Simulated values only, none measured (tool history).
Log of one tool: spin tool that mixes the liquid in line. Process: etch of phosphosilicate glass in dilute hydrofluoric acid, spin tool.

| run | hour | temperature setpoint of the liquid (C) | parts of water to one part of 49 % hydrofluoric acid (parts by volume) | time under the liquid (s) | thickness taken off the phosphosilicate glass on a monitor wafer (Å) |
|---|---|---|---|---|---|
| 1 | 0.0 | 21.0 | 55 | 55 | 1065.9 |
| 2 | 5.3 | 22.5 | 55 | 55 | 1132.4 |
| 3 | 11.3 | 23.5 | 50 | 55 | 1320.5 |
| 4 | 17.1 | 23.5 | 50 | 60 | 1443.3 |
| 5 | 23.7 | 20.0 | 50 | 60 | 1230.2 |
| 6 | 25.7 | 20.0 | 30 | 60 | 2115.9 |

The next listed run, before its measurement:
| 7 | 28.7 | 21.5 | 30 | 60 | ? |

thickness taken off the phosphosilicate glass on a monitor wafer (Å): 2271.7
